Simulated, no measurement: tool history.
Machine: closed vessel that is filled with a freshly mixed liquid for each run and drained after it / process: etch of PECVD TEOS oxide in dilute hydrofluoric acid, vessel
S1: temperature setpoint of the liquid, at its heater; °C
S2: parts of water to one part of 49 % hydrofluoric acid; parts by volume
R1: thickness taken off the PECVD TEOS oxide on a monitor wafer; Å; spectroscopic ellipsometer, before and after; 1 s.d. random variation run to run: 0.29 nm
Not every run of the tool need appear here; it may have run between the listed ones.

run 1 hour=0 | S1=21 S2=70 time_in_the_liquid_(s)=105 | R1=239.15
run 2 hour=5.8 | S1=18.5 S2=70 time_in_the_liquid_(s)=105 | R1=217.62
run 3 hour=8.4 | S1=22 S2=70 time_in_the_liquid_(s)=105 | R1=252.44
run 4 hour=17.2 | S1=19.5 S2=70 time_in_the_liquid_(s)=105 | R1=228.23
run 5 hour=25.3 | S1=20.5 S2=65 time_in_the_liquid_(s)=105 | R1=255.59
run 6 hour=34.3 | S1=20.5 S2=55 time_in_the_liquid_(s)=105 | R1=308.74
run 7 hour=41.5 | S1=24.5 S2=25 time_in_the_liquid_(s)=105 | R1=831.64

The next listed run, before its measurement:
run 8 hour=48.9 | S1=24 S2=25 time_in_the_liquid_(s)=105 | R1=?

{"run 8": {"R1": 814.96}}
